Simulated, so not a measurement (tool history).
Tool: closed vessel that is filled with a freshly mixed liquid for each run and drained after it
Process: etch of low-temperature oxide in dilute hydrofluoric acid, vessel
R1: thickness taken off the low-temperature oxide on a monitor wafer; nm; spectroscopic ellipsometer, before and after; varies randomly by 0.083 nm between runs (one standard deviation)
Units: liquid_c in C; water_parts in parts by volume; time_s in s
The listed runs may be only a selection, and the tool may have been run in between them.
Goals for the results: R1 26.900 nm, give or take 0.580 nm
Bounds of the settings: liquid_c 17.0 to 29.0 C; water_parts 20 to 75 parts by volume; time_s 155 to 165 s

run 1 hour=0.0 | liquid_c=21.0 water_parts=45 time_s=155 | R1=37.885
run 2 hour=9.0 | liquid_c=20.0 water_parts=45 time_s=155 | R1=36.732
run 3 hour=12.8 | liquid_c=19.0 water_parts=45 time_s=155 | R1=35.093
run 4 hour=17.6 | liquid_c=22.0 water_parts=45 time_s=155 | R1=39.903
run 5 hour=25.7 | liquid_c=20.5 water_parts=45 time_s=155 | R1=37.284
run 6 hour=30.4 | liquid_c=19.5 water_parts=45 time_s=155 | R1=35.728
run 7 hour=39.5 | liquid_c=19.0 water_parts=45 time_s=155 | R1=35.096
run 8 hour=44.3 | liquid_c=17.0 water_parts=55 time_s=155 | R1=25.903

Which of these 4 next moves meets every target?
run A hour=49.1 | liquid_c=17.0 water_parts=60 time_s=165 | R1=?
run B hour=49.1 | liquid_c=17.0 water_parts=50 time_s=155 | R1=?
run C hour=49.1 | liquid_c=18.0 water_parts=55 time_s=155 | R1=?
run D hour=49.1 | liquid_c=21.5 water_parts=60 time_s=155 | R1=?

move=A R1=25.167
move=B R1=28.687
move=C R1=27.078
move=D R1=28.617
A: lands further from the targets than the last run did
B: the result that was furthest off in the last run now lies on the other side of its target
C: hits every target within its allowed miss
D: the result that was furthest off in the last run now lies on the other side of its target
C is the move that brings every result within its allowed miss.
